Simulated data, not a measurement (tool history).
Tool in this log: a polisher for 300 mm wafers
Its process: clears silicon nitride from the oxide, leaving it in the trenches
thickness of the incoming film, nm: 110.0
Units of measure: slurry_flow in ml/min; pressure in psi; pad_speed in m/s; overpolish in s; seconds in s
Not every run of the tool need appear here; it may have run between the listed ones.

| run | day | slurry_flow | pressure | pad_speed | overpolish | seconds |
|---|---|---|---|---|---|---|
| 1 | 0.000 | 195 | 2.8 | 1.18 | 11 | 119.04 |
| 2 | 0.108 | 195 | 2.5 | 1.18 | 11 | 130.07 |
| 3 | 0.154 | 195 | 2.3 | 1.18 | 11 | 143.36 |
| 4 | 0.338 | 195 | 2.7 | 1.18 | 11 | 121.76 |
| 5 | 0.421 | 195 | 2.5 | 1.18 | 11 | 130.97 |
| 6 | 0.450 | 175 | 2.5 | 1.18 | 11 | 134.26 |
| 7 | 0.671 | 175 | 2.3 | 1.18 | 11 | 142.59 |

Forecast run 8:
| 8 | 0.788 | 175 | 2.2 | 1.18 | 11 | ? |

For run 8 the tool returned seconds 150.41 s.
